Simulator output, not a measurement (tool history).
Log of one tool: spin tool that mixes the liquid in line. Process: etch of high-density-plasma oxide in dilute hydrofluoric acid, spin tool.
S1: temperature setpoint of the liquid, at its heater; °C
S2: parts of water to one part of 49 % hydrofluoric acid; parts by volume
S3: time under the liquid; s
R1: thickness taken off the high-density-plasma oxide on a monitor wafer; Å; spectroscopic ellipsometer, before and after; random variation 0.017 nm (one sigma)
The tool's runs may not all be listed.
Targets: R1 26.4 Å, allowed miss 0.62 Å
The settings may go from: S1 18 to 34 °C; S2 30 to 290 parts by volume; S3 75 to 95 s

run,hour,S1,S2,S3,R1
1,0,26,160,95,34.459
2,1.3,29,160,95,38.666
3,4.3,29,160,95,38.981
4,12.5,27.5,160,95,36.675
5,21.2,29,160,95,38.79
6,29.1,29,160,95,38.961
7,31.2,27.5,160,95,36.962
8,35,26,160,95,34.542
9,41.1,25,160,95,33.367
10,50,24,160,95,31.905
# hour 53.1: hydrofluoric acid flow meter replaced
11,53.1,23.5,160,95,35.489
12,56.9,23,165,95,33.392
13,61.5,22.5,170,95,31.663
14,63.7,22,175,95,29.91
15,71.7,21.5,175,95,29.424
16,78.4,18,175,95,25.556
17,83.7,18,175,95,25.594

Which of these 4 next moves meets every target?
A,89,18.5,175,95,?
B,89,19,170,95,?
C,89,19,150,75,?
D,89,18,150,75,?

move,R1
A,26.31
B,27.764
C,25.345
D,24.342
A: meets every target
B: takes the result that was furthest off past its target
C: further off than the last run
D: further off than the last run
Answer: A
